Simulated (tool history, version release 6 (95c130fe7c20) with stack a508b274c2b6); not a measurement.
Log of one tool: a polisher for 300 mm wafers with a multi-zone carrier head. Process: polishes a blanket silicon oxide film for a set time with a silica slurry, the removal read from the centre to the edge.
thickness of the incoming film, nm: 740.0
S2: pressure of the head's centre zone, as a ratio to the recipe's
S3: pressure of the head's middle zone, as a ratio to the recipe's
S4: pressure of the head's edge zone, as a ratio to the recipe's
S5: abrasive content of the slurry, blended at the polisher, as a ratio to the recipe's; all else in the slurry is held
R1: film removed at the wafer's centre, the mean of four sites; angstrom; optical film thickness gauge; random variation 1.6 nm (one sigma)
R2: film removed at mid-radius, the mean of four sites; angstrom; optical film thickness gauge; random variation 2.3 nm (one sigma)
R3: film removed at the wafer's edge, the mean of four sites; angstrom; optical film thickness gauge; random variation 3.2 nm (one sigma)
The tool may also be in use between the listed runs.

run 1 hour=0 | flow_of_slurry_(ml/min)=290 S2=1 S3=1 S4=1 S5=1 polishing_time_(s)=75 | R1=1996 R2=1909.3 R3=1967.1
run 2 hour=3.7 | flow_of_slurry_(ml/min)=295 S2=1 S3=1.03 S4=1.04 S5=1.1 polishing_time_(s)=75 | R1=2048.1 R2=2021.7 R3=2066.1
run 3 hour=10.6 | flow_of_slurry_(ml/min)=295 S2=0.92 S3=1.03 S4=1.04 S5=1.1 polishing_time_(s)=75 | R1=1887.9 R2=2055.2 R3=2069.1
run 4 hour=14.2 | flow_of_slurry_(ml/min)=300 S2=0.94 S3=1.05 S4=1.07 S5=1.2 polishing_time_(s)=76 | R1=2040.6 R2=2196.3 R3=2214.5
run 5 hour=23.1 | flow_of_slurry_(ml/min)=305 S2=0.95 S3=1.06 S4=1.09 S5=1.25 polishing_time_(s)=77 | R1=2137.9 R2=2300.7 R3=2242
run 6 hour=30.9 | flow_of_slurry_(ml/min)=290 S2=0.94 S3=1.05 S4=1.1 S5=1.3 polishing_time_(s)=79 | R1=2178.3 R2=2331.4 R3=2349.6
-- hour=33 slurry nozzle cleaned
run 7 hour=33 | flow_of_slurry_(ml/min)=305 S2=0.94 S3=1.05 S4=1.12 S5=1.35 polishing_time_(s)=80 | R1=2342.8 R2=2481 R3=2534.2

Run 8 comes next. What will it give?
run 8 hour=36.3 | flow_of_slurry_(ml/min)=385 S2=0.94 S3=1.09 S4=1.16 S5=1.35 polishing_time_(s)=80 | R1=? R2=? R3=?

R1: 2359.8 angstrom
R2: 2592.7 angstrom
R3: 2659.5 angstrom

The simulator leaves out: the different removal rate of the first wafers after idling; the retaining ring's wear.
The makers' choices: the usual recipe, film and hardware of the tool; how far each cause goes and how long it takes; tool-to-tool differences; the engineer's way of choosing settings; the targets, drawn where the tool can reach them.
